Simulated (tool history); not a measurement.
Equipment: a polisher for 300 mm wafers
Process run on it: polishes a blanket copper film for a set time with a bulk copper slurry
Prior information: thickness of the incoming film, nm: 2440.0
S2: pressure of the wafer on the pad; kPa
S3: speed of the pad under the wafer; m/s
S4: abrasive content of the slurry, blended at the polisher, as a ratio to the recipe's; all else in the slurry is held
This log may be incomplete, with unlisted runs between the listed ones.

{"run": 1, "day": 0.0, "flow of slurry (ml/min)": 210, "S2": 19.3, "S3": 1.08, "S4": 1, "polishing time (s)": 73, "film removed (angstrom)": 6755.6}
{"run": 2, "day": 0.354, "flow of slurry (ml/min)": 210, "S2": 19.3, "S3": 1.08, "S4": 1, "polishing time (s)": 77, "film removed (angstrom)": 6871.1}
{"run": 3, "day": 0.7, "flow of slurry (ml/min)": 210, "S2": 21.4, "S3": 1.08, "S4": 1, "polishing time (s)": 77, "film removed (angstrom)": 7496.4}
{"run": 4, "day": 0.833, "flow of slurry (ml/min)": 210, "S2": 23.4, "S3": 1.08, "S4": 1, "polishing time (s)": 77, "film removed (angstrom)": 7989.9}
{"run": 5, "day": 0.912, "flow of slurry (ml/min)": 210, "S2": 23.4, "S3": 1.08, "S4": 1.2, "polishing time (s)": 77, "film removed (angstrom)": 8546.9}
{"run": 6, "day": 0.992, "flow of slurry (ml/min)": 245, "S2": 23.4, "S3": 1.08, "S4": 1.2, "polishing time (s)": 77, "film removed (angstrom)": 8728.6}

Forecast run 7:
{"run": 7, "day": 1.104, "flow of slurry (ml/min)": 245, "S2": 24.8, "S3": 1.08, "S4": 1.2, "polishing time (s)": 77, "film removed (angstrom)": "?"}

film removed (angstrom): 8965.1
